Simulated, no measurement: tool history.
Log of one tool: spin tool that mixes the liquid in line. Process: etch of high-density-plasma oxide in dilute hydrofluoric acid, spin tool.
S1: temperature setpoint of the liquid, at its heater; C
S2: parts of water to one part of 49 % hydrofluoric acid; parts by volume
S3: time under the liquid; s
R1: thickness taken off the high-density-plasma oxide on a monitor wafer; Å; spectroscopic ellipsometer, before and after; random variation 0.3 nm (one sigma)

{"run": 1, "day": 0.0, "S1": 25, "S2": 75, "S3": 290, "R1": 218.16}
{"run": 2, "day": 0.375, "S1": 25, "S2": 75, "S3": 290, "R1": 218.28}
{"run": 3, "day": 0.592, "S1": 25, "S2": 100, "S3": 290, "R1": 159.45}
{"run": 4, "day": 0.812, "S1": 25, "S2": 100, "S3": 310, "R1": 169.32}
{"run": 5, "day": 1.167, "S1": 25, "S2": 70, "S3": 310, "R1": 254.73}
{"run": 6, "day": 1.2, "S1": 25, "S2": 95, "S3": 310, "R1": 178.13}

Forecast run 7:
{"run": 7, "day": 1.279, "S1": 27, "S2": 85, "S3": 310, "R1": "?"}

R1: 217.36 Å

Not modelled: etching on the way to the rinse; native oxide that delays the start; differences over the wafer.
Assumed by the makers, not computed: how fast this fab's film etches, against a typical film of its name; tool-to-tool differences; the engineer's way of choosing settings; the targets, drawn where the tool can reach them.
